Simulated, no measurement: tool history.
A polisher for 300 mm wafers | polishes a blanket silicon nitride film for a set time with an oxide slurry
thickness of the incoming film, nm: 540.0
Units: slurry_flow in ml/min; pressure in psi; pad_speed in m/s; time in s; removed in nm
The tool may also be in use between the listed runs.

| run | hour | slurry_flow | pressure | pad_speed | slurry_solids | time | removed |
|---|---|---|---|---|---|---|---|
| 1 | 0 | 220 | 3.9 | 1.26 | 1 | 70 | 62.681 |
| 2 | 3.1 | 220 | 3.9 | 1.26 | 1 | 74 | 66.348 |
| 3 | 8.3 | 220 | 3.9 | 1.06 | 1 | 74 | 59.291 |
| 4 | 10.4 | 220 | 4.6 | 1.1 | 1 | 74 | 67.725 |
| 5 | 17.9 | 220 | 3.9 | 1.1 | 1 | 74 | 59.842 |
| 6 | 22.5 | 220 | 4.6 | 1.2 | 1 | 74 | 73.628 |

Run 7 comes next. What will it give?
| 7 | 27.8 | 220 | 5.1 | 1.26 | 1 | 74 | ? |

{"run 7": {"removed": 85.271}}
